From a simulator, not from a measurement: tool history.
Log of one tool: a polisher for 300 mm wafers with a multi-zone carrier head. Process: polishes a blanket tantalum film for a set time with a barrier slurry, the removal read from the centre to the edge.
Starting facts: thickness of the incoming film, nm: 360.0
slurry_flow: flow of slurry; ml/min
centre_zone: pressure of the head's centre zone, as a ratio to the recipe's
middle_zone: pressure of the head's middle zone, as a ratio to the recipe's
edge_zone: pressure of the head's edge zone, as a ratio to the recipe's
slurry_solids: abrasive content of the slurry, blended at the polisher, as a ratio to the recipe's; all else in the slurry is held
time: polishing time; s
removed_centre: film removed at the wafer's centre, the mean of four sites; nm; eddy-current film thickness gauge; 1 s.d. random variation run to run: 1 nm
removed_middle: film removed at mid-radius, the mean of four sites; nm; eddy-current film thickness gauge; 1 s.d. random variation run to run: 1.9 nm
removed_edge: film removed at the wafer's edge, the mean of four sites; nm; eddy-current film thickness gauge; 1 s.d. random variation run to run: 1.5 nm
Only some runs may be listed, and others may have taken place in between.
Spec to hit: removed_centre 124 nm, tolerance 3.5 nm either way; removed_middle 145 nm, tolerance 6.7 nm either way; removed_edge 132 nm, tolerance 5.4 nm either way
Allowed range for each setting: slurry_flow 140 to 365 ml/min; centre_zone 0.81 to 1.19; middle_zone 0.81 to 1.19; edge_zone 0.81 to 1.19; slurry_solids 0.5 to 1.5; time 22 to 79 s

Run 1, day 0: slurry_flow 235 ml/min, centre_zone 1, middle_zone 1, edge_zone 1, slurry_solids 1, time 50 s. Result: removed_centre 103.73 nm, removed_middle 106.47 nm, removed_edge 104.63 nm.
Run 2, day 0.371: slurry_flow 235 ml/min, centre_zone 1, middle_zone 1, edge_zone 1, slurry_solids 1, time 40 s. Result: removed_centre 83.362 nm, removed_middle 85.914 nm, removed_edge 86.007 nm.
Run 3, day 0.467: slurry_flow 240 ml/min, centre_zone 1, middle_zone 1.02, edge_zone 1.02, slurry_solids 1.05, time 41 s. Result: removed_centre 86.278 nm, removed_middle 90.77 nm, removed_edge 89.859 nm.
Run 4, day 0.583: slurry_flow 240 ml/min, centre_zone 1, middle_zone 0.98, edge_zone 1.02, slurry_solids 1.05, time 41 s. Result: removed_centre 87.461 nm, removed_middle 87.748 nm, removed_edge 91.64 nm.
Run 5, day 0.929: slurry_flow 240 ml/min, centre_zone 1, middle_zone 0.95, edge_zone 1.02, slurry_solids 1.05, time 41 s. Result: removed_centre 86.846 nm, removed_middle 86.255 nm, removed_edge 91.25 nm.
Run 6, day 1.196: slurry_flow 245 ml/min, centre_zone 1, middle_zone 0.98, edge_zone 1.03, slurry_solids 1.1, time 42 s. Result: removed_centre 90.449 nm, removed_middle 92.83 nm, removed_edge 94.674 nm.
Run 7, day 1.567: slurry_flow 250 ml/min, centre_zone 1, middle_zone 0.99, edge_zone 1.05, slurry_solids 1.15, time 43 s. Result: removed_centre 95.951 nm, removed_middle 97.985 nm, removed_edge 100.5 nm.
Run 8, day 1.729: slurry_flow 250 ml/min, centre_zone 1, middle_zone 0.99, edge_zone 1.05, slurry_solids 1.15, time 43 s. Result: removed_centre 95.783 nm, removed_middle 97.135 nm, removed_edge 99.345 nm.
Run 9, day 1.779: slurry_flow 250 ml/min, centre_zone 0.99, middle_zone 1.01, edge_zone 1.06, slurry_solids 1.2, time 44 s. Result: removed_centre 97.482 nm, removed_middle 103.31 nm, removed_edge 103.88 nm.
Run 10, day 2.012: slurry_flow 280 ml/min, centre_zone 1.07, middle_zone 1.11, edge_zone 1.16, slurry_solids 1.45, time 49 s. Result: removed_centre 124.94 nm, removed_middle 130.31 nm, removed_edge 128.57 nm.
Run 11, day 2.162: slurry_flow 280 ml/min, centre_zone 1.07, middle_zone 1.12, edge_zone 1.16, slurry_solids 1.45, time 49 s. Result: removed_centre 127.32 nm, removed_middle 131.45 nm, removed_edge 129.21 nm.
Run 12, day 2.462: slurry_flow 280 ml/min, centre_zone 1.06, middle_zone 1.13, edge_zone 1.16, slurry_solids 1.45, time 49 s. Result: removed_centre 125.42 nm, removed_middle 133.56 nm, removed_edge 128.41 nm.
Run 13, day 2.558: slurry_flow 280 ml/min, centre_zone 1.05, middle_zone 1.14, edge_zone 1.16, slurry_solids 1.45, time 49 s. Result: removed_centre 124.81 nm, removed_middle 131.32 nm, removed_edge 125.72 nm.
Run 14, day 2.779: slurry_flow 280 ml/min, centre_zone 1.03, middle_zone 1.15, edge_zone 1.16, slurry_solids 1.45, time 50 s. Result: removed_centre 123.45 nm, removed_middle 132.94 nm, removed_edge 132.15 nm.
Run 15, day 3.083: slurry_flow 280 ml/min, centre_zone 1.02, middle_zone 1.16, edge_zone 1.14, slurry_solids 1.45, time 50 s. Result: removed_centre 122.53 nm, removed_middle 136.28 nm, removed_edge 131.73 nm.

Which one of the following 4 next-run settings gets every result inside its allowed miss? There is exactly one.
Run A, day 3.388: slurry_flow 270 ml/min, centre_zone 0.99, middle_zone 1.19, edge_zone 1.07, slurry_solids 1.5, time 52 s. Result: removed_centre ?, removed_middle ?, removed_edge ?.
Run B, day 3.388: slurry_flow 245 ml/min, centre_zone 0.97, middle_zone 1.17, edge_zone 1.19, slurry_solids 1.4, time 55 s. Result: removed_centre ?, removed_middle ?, removed_edge ?.
Run C, day 3.388: slurry_flow 305 ml/min, centre_zone 0.95, middle_zone 1.19, edge_zone 1.07, slurry_solids 1.5, time 57 s. Result: removed_centre ?, removed_middle ?, removed_edge ?.
Run D, day 3.388: slurry_flow 290 ml/min, centre_zone 0.92, middle_zone 1.19, edge_zone 0.92, slurry_solids 1.5, time 55 s. Result: removed_centre ?, removed_middle ?, removed_edge ?.

move  removed_centre  removed_middle  removed_edge
   A          126.07          143.89        132.58
   B           126.7          146.06        144.27
   C           134.5          159.83        146.78
   D          124.93          153.48        131.18
A: meets every target
B: brings the result that was furthest off to its target, and leaves another outside
C: carries the result that was furthest off beyond its target, to the other side
D: carries the result that was furthest off beyond its target, to the other side
A is the move that brings every result within its allowed miss.
